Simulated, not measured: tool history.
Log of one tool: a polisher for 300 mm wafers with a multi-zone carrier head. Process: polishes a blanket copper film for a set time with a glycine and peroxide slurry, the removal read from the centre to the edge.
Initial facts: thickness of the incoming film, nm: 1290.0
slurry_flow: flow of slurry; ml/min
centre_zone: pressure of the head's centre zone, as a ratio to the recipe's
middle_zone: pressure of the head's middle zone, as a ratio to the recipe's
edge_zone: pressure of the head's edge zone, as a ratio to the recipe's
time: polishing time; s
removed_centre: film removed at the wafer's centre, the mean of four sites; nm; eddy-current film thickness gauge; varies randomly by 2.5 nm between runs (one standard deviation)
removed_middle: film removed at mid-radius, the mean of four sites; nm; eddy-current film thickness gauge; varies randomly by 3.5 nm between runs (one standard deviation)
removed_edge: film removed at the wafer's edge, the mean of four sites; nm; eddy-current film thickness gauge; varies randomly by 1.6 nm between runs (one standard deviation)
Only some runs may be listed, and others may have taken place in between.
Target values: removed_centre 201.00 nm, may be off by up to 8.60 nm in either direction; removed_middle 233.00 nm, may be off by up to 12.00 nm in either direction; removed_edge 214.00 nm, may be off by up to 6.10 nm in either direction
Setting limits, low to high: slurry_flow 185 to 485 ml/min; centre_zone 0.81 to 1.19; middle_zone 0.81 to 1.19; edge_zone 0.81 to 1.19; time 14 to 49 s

run	day	slurry_flow	centre_zone	middle_zone	edge_zone	time	removed_centre	removed_middle	removed_edge
1	0.000	310	1.00	1.00	1.00	31	148.77	146.36	147.65
2	0.321	310	1.00	1.00	1.06	31	146.48	152.67	150.45
3	0.462	375	1.00	1.00	1.06	31	150.04	155.17	151.25
4	0.700	375	1.00	1.01	1.07	32	154.52	163.45	156.43
5	0.950	375	1.00	1.01	1.07	36	174.09	181.07	175.87
6	1.296	375	1.00	1.02	1.08	37	182.81	183.84	182.91
7	1.583	380	0.99	1.04	1.09	38	181.85	194.14	187.95
8	1.733	385	0.99	1.05	1.10	38	183.16	197.38	193.00
9	1.838	390	0.99	1.06	1.10	38	185.14	200.28	188.49
10	2.067	390	0.99	1.07	1.11	38	185.13	202.31	187.22
11	2.125	390	0.99	1.07	1.12	38	183.22	196.98	191.99

5 candidate next runs follow, results not yet known. Just one meets every target within its allowed miss. Identify it.
A	2.183	455	0.90	1.15	1.02	36	?	?	?
B	2.183	450	1.05	1.06	1.04	33	?	?	?
C	2.183	445	0.93	1.10	1.09	43	?	?	?
D	2.183	485	1.15	1.15	0.86	39	?	?	?
E	2.183	405	1.06	1.09	1.15	43	?	?	?

move	removed_centre	removed_middle	removed_edge
A	165.09	199.07	175.86
B	165.46	170.16	162.73
C	200.54	228.62	216.44
D	208.09	216.43	177.57
E	215.09	225.21	220.84
A: its largest miss is bigger than the last run's
B: its largest miss is bigger than the last run's
C: every result lands within tolerance
D: its largest miss is bigger than the last run's
E: carries the result that was furthest off beyond its target, to the other side
C meets every target.
